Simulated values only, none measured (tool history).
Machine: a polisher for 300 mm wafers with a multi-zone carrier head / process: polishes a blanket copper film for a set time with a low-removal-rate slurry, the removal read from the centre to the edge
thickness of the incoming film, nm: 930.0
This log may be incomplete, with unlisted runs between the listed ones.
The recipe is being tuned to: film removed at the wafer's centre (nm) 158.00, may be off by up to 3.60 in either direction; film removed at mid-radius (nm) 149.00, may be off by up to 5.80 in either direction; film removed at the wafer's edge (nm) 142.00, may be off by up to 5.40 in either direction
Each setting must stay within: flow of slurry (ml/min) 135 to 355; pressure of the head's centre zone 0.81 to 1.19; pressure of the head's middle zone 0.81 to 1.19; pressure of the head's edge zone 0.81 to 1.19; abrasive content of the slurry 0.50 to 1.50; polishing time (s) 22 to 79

run,hour,flow of slurry (ml/min),pressure of the head's centre zone,pressure of the head's middle zone,pressure of the head's edge zone,abrasive content of the slurry,polishing time (s),film removed at the wafer's centre (nm),film removed at mid-radius (nm),film removed at the wafer's edge (nm)
1,0.0,225,1.00,1.00,1.00,1.00,50,163.70,166.71,162.72
2,2.9,275,1.00,1.00,1.00,1.00,50,167.47,166.77,167.10
3,6.8,265,1.00,0.99,0.97,0.95,50,164.61,161.00,159.98
4,12.9,265,1.00,0.99,1.03,0.95,50,166.71,163.27,168.60
5,20.4,265,1.00,0.99,1.03,0.95,45,150.82,146.15,153.06
6,23.0,265,1.00,0.99,1.03,0.85,45,142.78,143.44,145.31
7,28.2,270,1.01,1.00,1.02,0.85,45,143.78,142.92,144.31
8,35.2,275,1.03,1.01,1.01,0.85,45,146.36,145.66,142.67

Of the 5 settings listed for the next run, only one would bring every result within its allowed miss of target. Which one?
A,42.2,330,1.06,1.00,0.91,1.15,42,?,?,?
B,42.2,205,0.96,0.98,1.15,0.60,52,?,?,?
C,42.2,290,0.88,1.05,0.98,1.05,42,?,?,?
D,42.2,305,1.12,0.90,0.93,0.55,52,?,?,?
E,42.2,355,1.00,0.97,1.11,0.95,43,?,?,?

move,film removed at the wafer's centre (nm),film removed at mid-radius (nm),film removed at the wafer's edge (nm)
A,157.41,150.42,141.66
B,138.63,141.17,154.04
C,131.75,150.71,141.31
D,159.94,134.40,140.15
E,147.19,143.11,152.04
A: hits every target within its allowed miss
B: its largest miss is bigger than the last run's
C: its largest miss is bigger than the last run's
D: brings the result that was furthest off to its target, and leaves another outside
E: nearer than the last run, and not there yet
Move A is the one to make.
